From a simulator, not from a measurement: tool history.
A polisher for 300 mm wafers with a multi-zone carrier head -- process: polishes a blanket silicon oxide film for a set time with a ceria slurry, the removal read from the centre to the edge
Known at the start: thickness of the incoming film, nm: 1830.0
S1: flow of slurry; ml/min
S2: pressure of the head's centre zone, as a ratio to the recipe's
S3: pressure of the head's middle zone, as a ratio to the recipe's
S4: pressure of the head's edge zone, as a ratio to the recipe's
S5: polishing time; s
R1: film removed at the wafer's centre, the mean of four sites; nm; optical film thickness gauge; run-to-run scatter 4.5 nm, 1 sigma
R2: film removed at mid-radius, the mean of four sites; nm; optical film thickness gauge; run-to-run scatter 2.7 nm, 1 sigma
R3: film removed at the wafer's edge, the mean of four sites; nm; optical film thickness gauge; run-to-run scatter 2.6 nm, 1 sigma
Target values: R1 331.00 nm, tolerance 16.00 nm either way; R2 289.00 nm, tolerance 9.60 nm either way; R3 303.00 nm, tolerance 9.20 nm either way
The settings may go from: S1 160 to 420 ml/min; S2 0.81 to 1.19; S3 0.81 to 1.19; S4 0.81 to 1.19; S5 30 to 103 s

Run 1, hour 0.0: S1 270 ml/min, S2 1.00, S3 1.00, S4 1.00, S5 66 s. Result: R1 210.01 nm, R2 214.22 nm, R3 227.45 nm.
Run 2, hour 7.0: S1 270 ml/min, S2 0.92, S3 1.00, S4 1.00, S5 66 s. Result: R1 201.31 nm, R2 214.91 nm, R3 227.45 nm.
Run 3, hour 7.6: S1 270 ml/min, S2 0.92, S3 1.00, S4 0.95, S5 66 s. Result: R1 199.09 nm, R2 213.31 nm, R3 222.24 nm.
Run 4, hour 12.1: S1 290 ml/min, S2 1.00, S3 1.00, S4 0.95, S5 71 s. Result: R1 234.98 nm, R2 235.93 nm, R3 239.09 nm.
At hour 17.2: slurry nozzle cleaned.
Run 5, hour 17.2: S1 305 ml/min, S2 1.05, S3 1.00, S4 0.98, S5 74 s. Result: R1 266.70 nm, R2 256.35 nm, R3 261.27 nm.
Run 6, hour 25.4: S1 325 ml/min, S2 1.08, S3 1.00, S4 1.01, S5 75 s. Result: R1 288.07 nm, R2 263.28 nm, R3 268.19 nm.
Run 7, hour 26.0: S1 335 ml/min, S2 1.09, S3 1.00, S4 1.05, S5 76 s. Result: R1 302.95 nm, R2 266.35 nm, R3 279.79 nm.
Run 8, hour 30.7: S1 340 ml/min, S2 1.09, S3 1.01, S4 1.07, S5 77 s. Result: R1 299.89 nm, R2 274.76 nm, R3 282.95 nm.

Consider the 5 candidate settings below. Which is the only one whose results all fall within their allowed miss of target?
Run A, hour 35.4: S1 395 ml/min, S2 1.19, S3 1.11, S4 0.99, S5 77 s. Result: R1 ?, R2 ?, R3 ?.
Run B, hour 35.4: S1 420 ml/min, S2 1.14, S3 1.01, S4 1.10, S5 80 s. Result: R1 ?, R2 ?, R3 ?.
Run C, hour 35.4: S1 375 ml/min, S2 1.06, S3 1.01, S4 1.03, S5 87 s. Result: R1 ?, R2 ?, R3 ?.
Run D, hour 35.4: S1 345 ml/min, S2 1.01, S3 1.13, S4 1.11, S5 79 s. Result: R1 ?, R2 ?, R3 ?.
Run E, hour 35.4: S1 395 ml/min, S2 1.12, S3 0.97, S4 1.04, S5 89 s. Result: R1 ?, R2 ?, R3 ?.

move      R1      R2      R3
   A  330.12  299.24  280.13
   B  329.88  288.21  304.87
   C  330.27  310.92  320.82
   D  283.69  308.58  298.08
   E  358.63  308.56  330.66
A: its largest miss is bigger than the last run's
B: in spec on every target
C: takes the biggest miss from the last run beyond its target
D: brings the last run's worst result on target, with another outside its allowed miss
E: takes the biggest miss from the last run beyond its target
B meets every target.
